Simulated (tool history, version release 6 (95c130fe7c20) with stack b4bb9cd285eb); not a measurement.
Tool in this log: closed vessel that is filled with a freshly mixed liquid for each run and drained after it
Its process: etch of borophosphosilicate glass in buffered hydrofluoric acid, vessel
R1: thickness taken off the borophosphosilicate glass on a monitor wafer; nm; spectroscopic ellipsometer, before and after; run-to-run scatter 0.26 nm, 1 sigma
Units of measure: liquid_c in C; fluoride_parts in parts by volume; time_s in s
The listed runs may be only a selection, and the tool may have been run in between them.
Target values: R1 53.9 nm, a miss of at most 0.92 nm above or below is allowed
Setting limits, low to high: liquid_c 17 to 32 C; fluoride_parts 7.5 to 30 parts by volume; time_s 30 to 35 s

run 1 hour=0 | liquid_c=25 fluoride_parts=20.5 time_s=35 | R1=58.352
run 2 hour=2.4 | liquid_c=24.5 fluoride_parts=20.5 time_s=35 | R1=56.801
run 3 hour=4.8 | liquid_c=23 fluoride_parts=20.5 time_s=35 | R1=52.058
run 4 hour=11.9 | liquid_c=23 fluoride_parts=20.5 time_s=30 | R1=45.143
run 5 hour=17.7 | liquid_c=20 fluoride_parts=20.5 time_s=30 | R1=37.693
run 6 hour=24 | liquid_c=23 fluoride_parts=20.5 time_s=30 | R1=44.993
run 7 hour=26.3 | liquid_c=23.5 fluoride_parts=20.5 time_s=30 | R1=45.719
run 8 hour=31.5 | liquid_c=23.5 fluoride_parts=20.5 time_s=30 | R1=46.001
-- hour=38.5 thermometer replaced
run 9 hour=38.5 | liquid_c=27 fluoride_parts=20.5 time_s=30 | R1=62.794
run 10 hour=44.9 | liquid_c=26.5 fluoride_parts=20.5 time_s=30 | R1=61.282
run 11 hour=47.2 | liquid_c=23.5 fluoride_parts=20.5 time_s=30 | R1=51.496

Pick the move, out of 5, that brings all results within their allowed miss; only one does.
run A hour=49.5 | liquid_c=22.5 fluoride_parts=19.5 time_s=30 | R1=?
run B hour=49.5 | liquid_c=22.5 fluoride_parts=23.5 time_s=35 | R1=?
run C hour=49.5 | liquid_c=23 fluoride_parts=25 time_s=35 | R1=?
run D hour=49.5 | liquid_c=22 fluoride_parts=20.5 time_s=35 | R1=?
run E hour=49.5 | liquid_c=23.5 fluoride_parts=24 time_s=35 | R1=?

move=A R1=51.222
move=B R1=52.127
move=C R1=51.328
move=D R1=55.744
move=E R1=54.259
A: misses by more than the last run did
B: nearer the targets than the last run, but a result is still out of spec
C: misses by more than the last run did
D: pushes the last run's worst result past its target
E: all results in spec
The right move is E.
